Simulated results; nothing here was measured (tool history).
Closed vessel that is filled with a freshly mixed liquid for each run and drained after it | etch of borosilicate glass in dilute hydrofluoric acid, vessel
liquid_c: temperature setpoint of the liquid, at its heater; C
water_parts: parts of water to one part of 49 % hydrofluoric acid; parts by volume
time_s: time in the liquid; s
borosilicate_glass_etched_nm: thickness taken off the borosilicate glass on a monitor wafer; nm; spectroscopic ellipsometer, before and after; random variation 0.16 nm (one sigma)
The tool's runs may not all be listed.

run 1 hour=0 | liquid_c=23 water_parts=270 time_s=210 | borosilicate_glass_etched_nm=20.151
run 2 hour=8.1 | liquid_c=23 water_parts=325 time_s=210 | borosilicate_glass_etched_nm=15.518
run 3 hour=11 | liquid_c=25 water_parts=320 time_s=210 | borosilicate_glass_etched_nm=17.136
run 4 hour=16.6 | liquid_c=25 water_parts=320 time_s=145 | borosilicate_glass_etched_nm=11.773
run 5 hour=24.8 | liquid_c=26.5 water_parts=320 time_s=145 | borosilicate_glass_etched_nm=12.461
run 6 hour=29.3 | liquid_c=25.5 water_parts=285 time_s=145 | borosilicate_glass_etched_nm=13.996
run 7 hour=36.5 | liquid_c=24 water_parts=255 time_s=145 | borosilicate_glass_etched_nm=15.251

The next listed run, before its measurement:
run 8 hour=44.3 | liquid_c=28 water_parts=215 time_s=145 | borosilicate_glass_etched_nm=?

Run 8 gave borosilicate_glass_etched_nm 21.714 nm.
